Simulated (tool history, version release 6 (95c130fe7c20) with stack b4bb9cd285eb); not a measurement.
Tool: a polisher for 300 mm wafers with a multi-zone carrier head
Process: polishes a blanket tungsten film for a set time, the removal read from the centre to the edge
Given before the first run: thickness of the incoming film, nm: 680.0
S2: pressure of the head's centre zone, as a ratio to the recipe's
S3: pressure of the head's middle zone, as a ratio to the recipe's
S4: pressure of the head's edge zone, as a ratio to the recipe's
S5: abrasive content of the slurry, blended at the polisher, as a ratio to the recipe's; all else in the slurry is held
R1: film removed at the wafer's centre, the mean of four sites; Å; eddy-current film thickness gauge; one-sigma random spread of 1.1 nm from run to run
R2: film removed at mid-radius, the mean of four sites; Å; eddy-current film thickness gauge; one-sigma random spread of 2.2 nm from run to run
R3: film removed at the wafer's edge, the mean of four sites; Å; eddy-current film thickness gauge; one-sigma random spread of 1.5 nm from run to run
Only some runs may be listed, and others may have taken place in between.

run 1 day=0.000 | flow_of_slurry_(ml/min)=235 S2=1.00 S3=1.00 S4=1.00 S5=1.00 polishing_time_(s)=40 | R1=1252.8 R2=1228.7 R3=1236.0
run 2 day=0.162 | flow_of_slurry_(ml/min)=235 S2=1.00 S3=1.00 S4=1.00 S5=1.00 polishing_time_(s)=45 | R1=1412.4 R2=1396.7 R3=1374.2
run 3 day=0.238 | flow_of_slurry_(ml/min)=240 S2=0.99 S3=1.02 S4=1.02 S5=1.05 polishing_time_(s)=45 | R1=1401.5 R2=1404.1 R3=1410.0
run 4 day=0.296 | flow_of_slurry_(ml/min)=240 S2=1.05 S3=1.02 S4=1.02 S5=1.05 polishing_time_(s)=45 | R1=1478.3 R2=1390.4 R3=1405.4
run 5 day=0.400 | flow_of_slurry_(ml/min)=245 S2=1.03 S3=1.04 S4=1.03 S5=1.10 polishing_time_(s)=45 | R1=1458.0 R2=1456.4 R3=1436.9
run 6 day=0.567 | flow_of_slurry_(ml/min)=290 S2=1.03 S3=1.04 S4=1.03 S5=1.10 polishing_time_(s)=45 | R1=1516.8 R2=1451.9 R3=1469.4

Predict the results of run 7:
run 7 day=0.717 | flow_of_slurry_(ml/min)=290 S2=1.02 S3=1.05 S4=1.04 S5=1.15 polishing_time_(s)=45 | R1=? R2=? R3=?

R1: 1512.6 Å
R2: 1497.4 Å
R3: 1464.3 Å

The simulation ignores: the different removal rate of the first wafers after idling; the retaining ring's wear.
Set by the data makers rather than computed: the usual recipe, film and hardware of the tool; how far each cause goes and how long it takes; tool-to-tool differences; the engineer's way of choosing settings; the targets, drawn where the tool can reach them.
